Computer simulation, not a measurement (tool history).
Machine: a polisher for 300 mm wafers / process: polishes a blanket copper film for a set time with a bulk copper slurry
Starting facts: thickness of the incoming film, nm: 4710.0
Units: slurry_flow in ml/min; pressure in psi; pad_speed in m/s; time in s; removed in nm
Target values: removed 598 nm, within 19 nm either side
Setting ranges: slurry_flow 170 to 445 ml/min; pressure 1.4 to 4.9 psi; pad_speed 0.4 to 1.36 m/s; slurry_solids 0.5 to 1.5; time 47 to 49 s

run	hour	slurry_flow	pressure	pad_speed	slurry_solids	time	removed
1	0	285	3.1	0.88	1	47	449.12
2	2	285	3.1	0.88	1	47	454.38
3	4.2	285	3.2	0.88	1	47	463.86
4	6.8	285	3.3	0.88	1	47	479.84
5	15.4	250	3.3	0.88	1	47	463.86
6	20.3	250	3.9	0.88	1	47	528.25
7	21.7	260	3.9	0.88	1	47	547.35
8	30.6	325	4.1	0.88	1	47	574.33

5 candidate next runs follow, results not yet known. Just one meets every target within its allowed miss. Identify it.
A	39.5	275	3.4	0.98	1	49	?
B	39.5	365	4.1	0.9	0.9	49	?
C	39.5	350	3.8	0.9	0.9	47	?
D	39.5	360	4.6	0.84	0.75	48	?
E	39.5	370	4.6	0.8	0.9	48	?

move	removed
A	558.35
B	592.13
C	533.39
D	560.07
E	572.33
A: moves away from the targets compared with the last run
B: every result lands within tolerance
C: moves away from the targets compared with the last run
D: moves away from the targets compared with the last run
E: moves away from the targets compared with the last run
Answer: B

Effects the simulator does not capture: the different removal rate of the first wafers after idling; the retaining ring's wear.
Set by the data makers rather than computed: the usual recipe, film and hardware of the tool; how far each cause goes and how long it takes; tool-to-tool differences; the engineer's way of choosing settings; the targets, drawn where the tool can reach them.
